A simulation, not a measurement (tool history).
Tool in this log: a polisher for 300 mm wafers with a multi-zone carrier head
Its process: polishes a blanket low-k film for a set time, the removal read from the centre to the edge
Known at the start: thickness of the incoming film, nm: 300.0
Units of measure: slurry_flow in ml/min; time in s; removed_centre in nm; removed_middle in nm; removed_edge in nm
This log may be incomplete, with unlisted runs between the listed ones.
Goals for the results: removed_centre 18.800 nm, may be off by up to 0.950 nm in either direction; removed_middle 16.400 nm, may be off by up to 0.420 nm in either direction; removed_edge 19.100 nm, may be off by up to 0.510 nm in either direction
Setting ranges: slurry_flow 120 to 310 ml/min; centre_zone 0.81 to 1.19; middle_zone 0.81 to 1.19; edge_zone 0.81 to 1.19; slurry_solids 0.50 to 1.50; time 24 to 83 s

run 1 hour=0.0 | slurry_flow=200 centre_zone=1.00 middle_zone=1.00 edge_zone=1.00 slurry_solids=1.00 time=53 | removed_centre=33.353 removed_middle=32.505 removed_edge=31.852
run 2 hour=6.4 | slurry_flow=190 centre_zone=0.99 middle_zone=0.96 edge_zone=1.00 slurry_solids=0.90 time=50 | removed_centre=29.580 removed_middle=28.255 removed_edge=28.435
run 3 hour=12.3 | slurry_flow=180 centre_zone=0.98 middle_zone=0.93 edge_zone=1.01 slurry_solids=0.80 time=48 | removed_centre=26.033 removed_middle=25.098 removed_edge=25.925
run 4 hour=13.7 | slurry_flow=170 centre_zone=0.99 middle_zone=0.90 edge_zone=1.02 slurry_solids=0.75 time=46 | removed_centre=24.507 removed_middle=22.287 removed_edge=24.004
run 5 hour=16.8 | slurry_flow=170 centre_zone=0.99 middle_zone=0.90 edge_zone=0.95 slurry_solids=0.75 time=46 | removed_centre=23.938 removed_middle=22.423 removed_edge=23.260
run 6 hour=18.7 | slurry_flow=160 centre_zone=0.99 middle_zone=0.88 edge_zone=0.96 slurry_solids=0.70 time=45 | removed_centre=23.050 removed_middle=20.708 removed_edge=22.074
run 7 hour=23.3 | slurry_flow=155 centre_zone=0.98 middle_zone=0.86 edge_zone=0.97 slurry_solids=0.65 time=45 | removed_centre=21.382 removed_middle=19.272 removed_edge=21.373
run 8 hour=32.0 | slurry_flow=150 centre_zone=0.98 middle_zone=0.85 edge_zone=0.96 slurry_solids=0.60 time=45 | removed_centre=21.142 removed_middle=18.467 removed_edge=20.470

4 next moves are on the table. One of them brings every result within its allowed miss. Which?
run A hour=40.7 | slurry_flow=145 centre_zone=0.87 middle_zone=1.00 edge_zone=0.85 slurry_solids=0.60 time=44 | removed_centre=? removed_middle=? removed_edge=?
run B hour=40.7 | slurry_flow=195 centre_zone=1.16 middle_zone=0.81 edge_zone=0.86 slurry_solids=0.65 time=38 | removed_centre=? removed_middle=? removed_edge=?
run C hour=40.7 | slurry_flow=130 centre_zone=0.91 middle_zone=0.94 edge_zone=0.89 slurry_solids=0.60 time=44 | removed_centre=? removed_middle=? removed_edge=?
run D hour=40.7 | slurry_flow=160 centre_zone=0.95 middle_zone=0.81 edge_zone=0.97 slurry_solids=0.80 time=36 | removed_centre=? removed_middle=? removed_edge=?

move=A removed_centre=18.043 removed_middle=20.705 removed_edge=18.875
move=B removed_centre=22.539 removed_middle=16.172 removed_edge=17.547
move=C removed_centre=18.555 removed_middle=19.359 removed_edge=19.081
move=D removed_centre=18.722 removed_middle=16.492 removed_edge=19.022
A: further off than the last run
B: meets the target for the result that was furthest off, but another lies outside its allowed miss
C: further off than the last run
D: in spec on every target
Go with D: it meets all targets.
